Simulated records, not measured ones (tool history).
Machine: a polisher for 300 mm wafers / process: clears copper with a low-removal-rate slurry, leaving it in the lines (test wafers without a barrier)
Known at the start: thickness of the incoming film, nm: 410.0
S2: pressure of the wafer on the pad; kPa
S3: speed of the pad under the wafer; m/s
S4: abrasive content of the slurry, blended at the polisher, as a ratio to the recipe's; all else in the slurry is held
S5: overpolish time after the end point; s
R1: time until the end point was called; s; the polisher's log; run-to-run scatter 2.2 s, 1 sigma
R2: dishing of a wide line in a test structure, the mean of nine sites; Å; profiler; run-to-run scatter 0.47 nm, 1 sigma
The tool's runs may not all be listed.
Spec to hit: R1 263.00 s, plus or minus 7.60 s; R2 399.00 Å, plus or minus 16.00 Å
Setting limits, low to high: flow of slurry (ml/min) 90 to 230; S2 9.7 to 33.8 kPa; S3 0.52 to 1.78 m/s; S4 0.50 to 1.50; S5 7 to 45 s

Run 1, hour 0.0: flow of slurry (ml/min) 150, S2 21.4 kPa, S3 1.14 m/s, S4 1.00, S5 23 s. Result: R1 140.66 s, R2 441.00 Å.
Run 2, hour 4.2: flow of slurry (ml/min) 150, S2 21.4 kPa, S3 1.42 m/s, S4 1.00, S5 23 s. Result: R1 114.96 s, R2 518.27 Å.
Run 3, hour 8.3: flow of slurry (ml/min) 145, S2 18.6 kPa, S3 1.34 m/s, S4 1.00, S5 26 s. Result: R1 138.74 s, R2 490.30 Å.
Run 4, hour 15.1: flow of slurry (ml/min) 130, S2 18.6 kPa, S3 1.34 m/s, S4 1.00, S5 26 s. Result: R1 141.65 s, R2 483.26 Å.
Run 5, hour 16.0: flow of slurry (ml/min) 130, S2 20.7 kPa, S3 1.34 m/s, S4 1.00, S5 26 s. Result: R1 128.40 s, R2 526.32 Å.
Run 6, hour 17.7: flow of slurry (ml/min) 130, S2 20.7 kPa, S3 1.06 m/s, S4 1.00, S5 26 s. Result: R1 158.09 s, R2 442.24 Å.
Run 7, hour 24.8: flow of slurry (ml/min) 125, S2 18.6 kPa, S3 1.06 m/s, S4 1.00, S5 28 s. Result: R1 174.33 s, R2 431.42 Å.
Run 8, hour 31.1: flow of slurry (ml/min) 120, S2 16.5 kPa, S3 1.06 m/s, S4 1.00, S5 30 s. Result: R1 199.53 s, R2 406.27 Å.
Run 9, hour 36.5: flow of slurry (ml/min) 115, S2 15.2 kPa, S3 1.06 m/s, S4 1.00, S5 32 s. Result: R1 214.63 s, R2 399.61 Å.
Run 10, hour 40.2: flow of slurry (ml/min) 110, S2 14.5 kPa, S3 1.06 m/s, S4 1.00, S5 33 s. Result: R1 224.09 s, R2 387.93 Å.
Run 11, hour 47.5: flow of slurry (ml/min) 105, S2 13.8 kPa, S3 1.06 m/s, S4 1.00, S5 34 s. Result: R1 238.75 s, R2 389.53 Å.
Run 12, hour 49.4: flow of slurry (ml/min) 100, S2 13.8 kPa, S3 1.06 m/s, S4 1.00, S5 35 s. Result: R1 242.61 s, R2 386.49 Å.
Run 13, hour 50.9: flow of slurry (ml/min) 100, S2 13.8 kPa, S3 1.06 m/s, S4 1.00, S5 36 s. Result: R1 239.05 s, R2 404.02 Å.
Run 14, hour 54.4: flow of slurry (ml/min) 100, S2 13.1 kPa, S3 1.06 m/s, S4 1.00, S5 37 s. Result: R1 252.16 s, R2 395.91 Å.
Run 15, hour 61.6: flow of slurry (ml/min) 95, S2 13.1 kPa, S3 1.06 m/s, S4 1.00, S5 38 s. Result: R1 254.98 s, R2 398.93 Å.

Exactly one of the 4 candidate moves below puts every result within its allowed miss. Which one?
Run A, hour 68.8: flow of slurry (ml/min) 100, S2 11.7 kPa, S3 1.10 m/s, S4 1.20, S5 40 s. Result: R1 ?, R2 ?.
Run B, hour 68.8: flow of slurry (ml/min) 100, S2 13.1 kPa, S3 1.08 m/s, S4 1.05, S5 43 s. Result: R1 ?, R2 ?.
Run C, hour 68.8: flow of slurry (ml/min) 115, S2 13.8 kPa, S3 1.00 m/s, S4 1.05, S5 37 s. Result: R1 ?, R2 ?.
Run D, hour 68.8: flow of slurry (ml/min) 115, S2 13.1 kPa, S3 1.12 m/s, S4 0.95, S5 32 s. Result: R1 ?, R2 ?.

move      R1      R2
   A  259.73  405.96
   B  243.85  455.59
   C  246.48  402.64
   D  236.15  369.06
A: all results in spec
B: its largest miss is bigger than the last run's
C: its largest miss is bigger than the last run's
D: its largest miss is bigger than the last run's
The right move is A.
